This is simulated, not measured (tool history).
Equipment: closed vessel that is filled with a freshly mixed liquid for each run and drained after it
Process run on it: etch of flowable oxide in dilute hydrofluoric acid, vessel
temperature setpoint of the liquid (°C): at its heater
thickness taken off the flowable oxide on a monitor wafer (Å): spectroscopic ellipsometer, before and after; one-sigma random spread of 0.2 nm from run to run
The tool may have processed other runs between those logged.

| run | hour | temperature setpoint of the liquid (°C) | parts of water to one part of 49 % hydrofluoric acid (parts by volume) | time in the liquid (s) | thickness taken off the flowable oxide on a monitor wafer (Å) |
|---|---|---|---|---|---|
| 1 | 0.0 | 21.0 | 300 | 275 | 158.79 |
| 2 | 1.2 | 21.0 | 300 | 275 | 161.64 |
| 3 | 2.3 | 18.0 | 300 | 275 | 144.11 |
| 4 | 3.9 | 18.0 | 235 | 275 | 193.04 |
| 5 | 7.3 | 19.5 | 235 | 275 | 203.65 |
| 6 | 14.7 | 22.0 | 235 | 275 | 228.14 |

Run 7 is up next; what results do you expect?
| 7 | 19.3 | 22.0 | 235 | 275 | ? |

{"run 7": {"thickness taken off the flowable oxide on a monitor wafer (Å)": 226.41}}
